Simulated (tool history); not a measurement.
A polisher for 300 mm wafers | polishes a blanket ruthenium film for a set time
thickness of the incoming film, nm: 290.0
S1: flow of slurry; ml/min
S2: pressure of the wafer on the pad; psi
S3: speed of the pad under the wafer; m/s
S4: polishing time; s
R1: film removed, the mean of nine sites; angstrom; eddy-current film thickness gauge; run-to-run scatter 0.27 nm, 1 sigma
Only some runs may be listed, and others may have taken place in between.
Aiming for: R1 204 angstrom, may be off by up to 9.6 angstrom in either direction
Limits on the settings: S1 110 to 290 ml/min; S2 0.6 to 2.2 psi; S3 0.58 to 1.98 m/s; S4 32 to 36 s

| run | hour | S1 | S2 | S3 | S4 | R1 |
|---|---|---|---|---|---|---|
| 1 | 0 | 185 | 1.4 | 1.28 | 36 | 351.18 |
| 2 | 7.9 | 185 | 1.4 | 1.28 | 36 | 356.77 |
| 3 | 13.8 | 185 | 1.2 | 1.26 | 36 | 305.77 |
| 4 | 15 | 170 | 1.2 | 1.26 | 36 | 298.84 |
| 5 | 22.4 | 215 | 1.2 | 1.26 | 36 | 307.14 |
| 6 | 24.6 | 215 | 1.1 | 1.24 | 36 | 269.34 |
| 7 | 29.5 | 215 | 1 | 1.24 | 36 | 249.31 |
| 8 | 32.2 | 215 | 0.9 | 1.24 | 36 | 225.51 |

Exactly one of the 4 candidate moves below puts every result within its allowed miss. Which one?
| A | 34.9 | 230 | 1 | 1.12 | 32 | ? |
| B | 34.9 | 200 | 1.1 | 1.24 | 34 | ? |
| C | 34.9 | 160 | 1.1 | 1.18 | 32 | ? |
| D | 34.9 | 220 | 1 | 1.2 | 34 | ? |

| move | R1 |
|---|---|
| A | 207.28 |
| B | 263.25 |
| C | 231.65 |
| D | 234.58 |
A: in spec on every target
B: its largest miss is bigger than the last run's
C: its largest miss is bigger than the last run's
D: its largest miss is bigger than the last run's
Move A is the one to make.

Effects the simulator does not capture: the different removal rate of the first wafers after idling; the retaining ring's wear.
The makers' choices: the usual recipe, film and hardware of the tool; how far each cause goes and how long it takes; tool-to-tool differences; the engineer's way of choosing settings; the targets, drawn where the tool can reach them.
